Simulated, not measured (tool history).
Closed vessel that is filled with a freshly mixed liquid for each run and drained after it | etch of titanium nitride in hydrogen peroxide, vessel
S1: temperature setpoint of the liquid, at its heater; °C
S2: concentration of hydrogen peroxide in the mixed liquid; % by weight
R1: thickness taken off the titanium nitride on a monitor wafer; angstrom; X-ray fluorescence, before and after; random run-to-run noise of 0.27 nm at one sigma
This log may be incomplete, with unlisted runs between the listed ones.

Run 1, hour 0.0: S1 57.0 °C, S2 21.0 % by weight, time in the liquid (s) 475. Result: R1 183.68 angstrom.
Run 2, hour 4.8: S1 51.5 °C, S2 21.0 % by weight, time in the liquid (s) 475. Result: R1 126.39 angstrom.
Run 3, hour 8.9: S1 49.0 °C, S2 21.0 % by weight, time in the liquid (s) 475. Result: R1 106.31 angstrom.
Run 4, hour 10.4: S1 53.5 °C, S2 23.0 % by weight, time in the liquid (s) 475. Result: R1 148.02 angstrom.
At hour 14.0: peroxide flow meter replaced.
Run 5, hour 14.0: S1 53.5 °C, S2 19.5 % by weight, time in the liquid (s) 475. Result: R1 147.20 angstrom.
Run 6, hour 19.7: S1 53.5 °C, S2 19.5 % by weight, time in the liquid (s) 475. Result: R1 147.20 angstrom.
Run 7, hour 22.2: S1 56.5 °C, S2 17.5 % by weight, time in the liquid (s) 475. Result: R1 177.75 angstrom.

Run 8 has not been measured yet. What should we expect?
Run 8, hour 26.0: S1 59.0 °C, S2 20.5 % by weight, time in the liquid (s) 475. Result: R1 ?.

R1: 216.32 angstrom

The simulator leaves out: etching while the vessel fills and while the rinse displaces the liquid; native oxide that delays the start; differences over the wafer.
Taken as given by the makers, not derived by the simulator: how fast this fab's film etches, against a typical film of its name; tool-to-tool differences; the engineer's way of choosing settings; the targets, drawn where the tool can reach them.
